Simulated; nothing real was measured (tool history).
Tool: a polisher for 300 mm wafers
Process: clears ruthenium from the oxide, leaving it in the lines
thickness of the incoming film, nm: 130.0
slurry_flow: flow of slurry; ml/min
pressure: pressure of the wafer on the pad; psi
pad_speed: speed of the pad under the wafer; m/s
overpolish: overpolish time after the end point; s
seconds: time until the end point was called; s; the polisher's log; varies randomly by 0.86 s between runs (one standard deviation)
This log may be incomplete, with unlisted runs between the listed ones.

run	hour	slurry_flow	pressure	pad_speed	overpolish	seconds
1	0	270	1.7	1.18	28	118.18
2	3.1	315	1.7	1.18	28	117.79
3	4.1	315	1.7	1.18	30	117.14
4	10.3	375	1.7	1.18	30	115.77
5	11.5	375	1.9	1.2	30	102.65
6	18.9	375	1.6	1.2	30	121.72
7	21.6	375	2.1	1.24	30	91.048
8	25.4	375	2.2	1.24	30	90.357

Run 9 has not been measured yet. What should we expect?
9	26.3	375	2.2	1.24	30	?

Run 9 gave seconds 86.283 s.
